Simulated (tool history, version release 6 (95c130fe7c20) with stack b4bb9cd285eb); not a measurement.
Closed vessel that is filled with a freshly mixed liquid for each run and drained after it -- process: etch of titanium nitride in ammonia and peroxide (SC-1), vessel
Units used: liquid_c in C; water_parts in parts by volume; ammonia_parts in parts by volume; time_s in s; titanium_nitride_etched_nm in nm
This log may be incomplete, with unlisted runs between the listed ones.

Run 1, hour 0.0: liquid_c 56.0 C, water_parts 10.5 parts by volume, ammonia_parts 0.55 parts by volume, time_s 545 s. Result: titanium_nitride_etched_nm 27.817 nm.
Run 2, hour 7.5: liquid_c 56.0 C, water_parts 13.0 parts by volume, ammonia_parts 0.55 parts by volume, time_s 545 s. Result: titanium_nitride_etched_nm 24.901 nm.
Run 3, hour 11.2: liquid_c 56.0 C, water_parts 13.0 parts by volume, ammonia_parts 0.55 parts by volume, time_s 430 s. Result: titanium_nitride_etched_nm 19.697 nm.
Run 4, hour 16.9: liquid_c 56.5 C, water_parts 13.0 parts by volume, ammonia_parts 0.55 parts by volume, time_s 430 s. Result: titanium_nitride_etched_nm 20.198 nm.
Run 5, hour 22.1: liquid_c 56.5 C, water_parts 13.0 parts by volume, ammonia_parts 0.35 parts by volume, time_s 430 s. Result: titanium_nitride_etched_nm 18.794 nm.
Run 6, hour 25.8: liquid_c 57.5 C, water_parts 13.0 parts by volume, ammonia_parts 0.35 parts by volume, time_s 430 s. Result: titanium_nitride_etched_nm 20.048 nm.

What does the tool deliver on the next run?
Run 7, hour 28.7: liquid_c 58.0 C, water_parts 13.0 parts by volume, ammonia_parts 0.35 parts by volume, time_s 430 s. Result: titanium_nitride_etched_nm ?.

{"run 7": {"titanium_nitride_etched_nm": 20.492}}
